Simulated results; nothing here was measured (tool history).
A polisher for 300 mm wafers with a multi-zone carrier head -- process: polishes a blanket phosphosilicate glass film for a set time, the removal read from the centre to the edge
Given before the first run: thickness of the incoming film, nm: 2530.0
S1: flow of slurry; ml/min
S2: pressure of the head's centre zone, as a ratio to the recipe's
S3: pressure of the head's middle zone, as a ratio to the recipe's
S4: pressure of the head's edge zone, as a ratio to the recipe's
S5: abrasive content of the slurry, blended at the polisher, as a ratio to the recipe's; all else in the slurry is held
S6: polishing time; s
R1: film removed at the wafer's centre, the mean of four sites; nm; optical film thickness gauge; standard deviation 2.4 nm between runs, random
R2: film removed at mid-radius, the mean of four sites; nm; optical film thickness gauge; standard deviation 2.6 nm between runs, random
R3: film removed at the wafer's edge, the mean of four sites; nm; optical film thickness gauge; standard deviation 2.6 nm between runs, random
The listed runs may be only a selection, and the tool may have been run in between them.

{"run": 1, "hour": 0.0, "S1": 180, "S2": 1.0, "S3": 1.0, "S4": 1.0, "S5": 1.0, "S6": 59, "R1": 606.36, "R2": 617.24, "R3": 616.35}
{"run": 2, "hour": 8.7, "S1": 170, "S2": 0.98, "S3": 0.96, "S4": 0.97, "S5": 0.9, "S6": 56, "R1": 516.88, "R2": 513.86, "R3": 526.09}
{"run": 3, "hour": 9.3, "S1": 160, "S2": 0.96, "S3": 0.93, "S4": 0.93, "S5": 0.85, "S6": 56, "R1": 472.5, "R2": 472.7, "R3": 491.19}
{"run": 4, "hour": 11.6, "S1": 155, "S2": 0.95, "S3": 0.91, "S4": 0.9, "S5": 0.75, "S6": 56, "R1": 417.52, "R2": 410.82, "R3": 423.32}
{"run": 5, "hour": 18.3, "S1": 155, "S2": 0.95, "S3": 0.91, "S4": 0.96, "S5": 0.75, "S6": 56, "R1": 410.73, "R2": 417.03, "R3": 437.38}
{"run": 6, "hour": 26.5, "S1": 155, "S2": 0.95, "S3": 0.91, "S4": 0.96, "S5": 0.85, "S6": 56, "R1": 466.54, "R2": 465.77, "R3": 488.63}
{"run": 7, "hour": 34.0, "S1": 150, "S2": 0.94, "S3": 0.89, "S4": 0.93, "S5": 0.8, "S6": 56, "R1": 435.68, "R2": 434.94, "R3": 458.21}
{"run": 8, "hour": 42.6, "S1": 145, "S2": 0.94, "S3": 0.87, "S4": 0.91, "S5": 0.75, "S6": 56, "R1": 400.88, "R2": 393.3, "R3": 424.29}
{"run": 9, "hour": 48.7, "S1": 140, "S2": 0.94, "S3": 0.86, "S4": 0.89, "S5": 0.75, "S6": 56, "R1": 401.78, "R2": 388.8, "R3": 415.84}
{"run": 10, "hour": 56.6, "S1": 135, "S2": 0.93, "S3": 0.85, "S4": 0.87, "S5": 0.75, "S6": 56, "R1": 388.71, "R2": 377.68, "R3": 405.81}
{"run": 11, "hour": 61.4, "S1": 130, "S2": 0.93, "S3": 0.84, "S4": 0.86, "S5": 0.75, "S6": 56, "R1": 386.94, "R2": 374.73, "R3": 403.91}
{"hour": 65.9, "done": "worn pad replaced by a new one"}
{"run": 12, "hour": 65.9, "S1": 130, "S2": 0.93, "S3": 0.83, "S4": 0.85, "S5": 0.75, "S6": 56, "R1": 444.58, "R2": 425.94, "R3": 466.44}
{"run": 13, "hour": 73.3, "S1": 140, "S2": 0.95, "S3": 0.85, "S4": 0.9, "S5": 0.75, "S6": 56, "R1": 464.4, "R2": 442.92, "R3": 481.93}
{"run": 14, "hour": 74.3, "S1": 145, "S2": 0.94, "S3": 0.85, "S4": 0.88, "S5": 0.75, "S6": 56, "R1": 465.26, "R2": 446.17, "R3": 482.46}
{"run": 15, "hour": 79.4, "S1": 135, "S2": 0.94, "S3": 0.85, "S4": 0.88, "S5": 0.75, "S6": 56, "R1": 451.47, "R2": 436.51, "R3": 473.89}
{"run": 16, "hour": 85.8, "S1": 160, "S2": 0.93, "S3": 0.85, "S4": 0.9, "S5": 0.75, "S6": 56, "R1": 462.68, "R2": 453.55, "R3": 487.5}
{"run": 17, "hour": 87.7, "S1": 150, "S2": 0.93, "S3": 0.85, "S4": 0.89, "S5": 0.75, "S6": 56, "R1": 463.22, "R2": 450.33, "R3": 481.51}
{"run": 18, "hour": 92.4, "S1": 140, "S2": 0.94, "S3": 0.85, "S4": 0.88, "S5": 0.75, "S6": 56, "R1": 458.47, "R2": 435.4, "R3": 472.36}
{"run": 19, "hour": 93.5, "S1": 135, "S2": 0.94, "S3": 0.85, "S4": 0.87, "S5": 0.75, "S6": 56, "R1": 453.99, "R2": 440.11, "R3": 475.45}
{"run": 20, "hour": 100.9, "S1": 145, "S2": 0.93, "S3": 0.85, "S4": 0.88, "S5": 0.7, "S6": 56, "R1": 427.88, "R2": 414.39, "R3": 448.34}
{"run": 21, "hour": 107.9, "S1": 135, "S2": 0.93, "S3": 0.85, "S4": 0.87, "S5": 0.7, "S6": 56, "R1": 415.02, "R2": 403.29, "R3": 444.97}
{"run": 22, "hour": 110.0, "S1": 135, "S2": 0.94, "S3": 0.87, "S4": 0.86, "S5": 0.65, "S6": 55, "R1": 378.71, "R2": 366.5, "R3": 390.96}
{"run": 23, "hour": 115.1, "S1": 110, "S2": 0.92, "S3": 0.83, "S4": 0.81, "S5": 0.6, "S6": 55, "R1": 311.39, "R2": 302.04, "R3": 325.44}

What does the tool deliver on the next run?
{"run": 24, "hour": 121.1, "S1": 115, "S2": 0.92, "S3": 0.83, "S4": 0.81, "S5": 0.6, "S6": 55, "R1": "?", "R2": "?", "R3": "?"}

{"run 24": {"R1": 316.2, "R2": 304.18, "R3": 327.58}}

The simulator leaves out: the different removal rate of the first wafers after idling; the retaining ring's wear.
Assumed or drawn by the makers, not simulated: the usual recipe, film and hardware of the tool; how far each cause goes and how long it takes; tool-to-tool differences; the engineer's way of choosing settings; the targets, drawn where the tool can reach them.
